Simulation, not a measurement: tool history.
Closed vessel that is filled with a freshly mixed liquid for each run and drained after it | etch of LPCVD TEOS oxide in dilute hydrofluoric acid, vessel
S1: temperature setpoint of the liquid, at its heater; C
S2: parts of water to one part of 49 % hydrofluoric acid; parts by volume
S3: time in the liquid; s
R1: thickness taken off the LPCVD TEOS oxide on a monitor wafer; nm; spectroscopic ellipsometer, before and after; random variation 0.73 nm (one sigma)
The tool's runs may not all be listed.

run	hour	S1	S2	S3	R1
1	0.0	21.0	85	225	71.235
2	4.9	21.0	85	240	76.146
3	8.2	23.0	80	240	88.358
4	10.9	24.5	75	240	101.340
5	19.8	25.5	70	240	111.870
6	26.5	26.5	65	240	128.940
7	28.3	27.0	65	240	129.160
8	34.3	27.5	65	240	132.990

Forecast run 9:
9	42.3	28.0	65	240	?

Run 9 gave R1 135.700 nm.
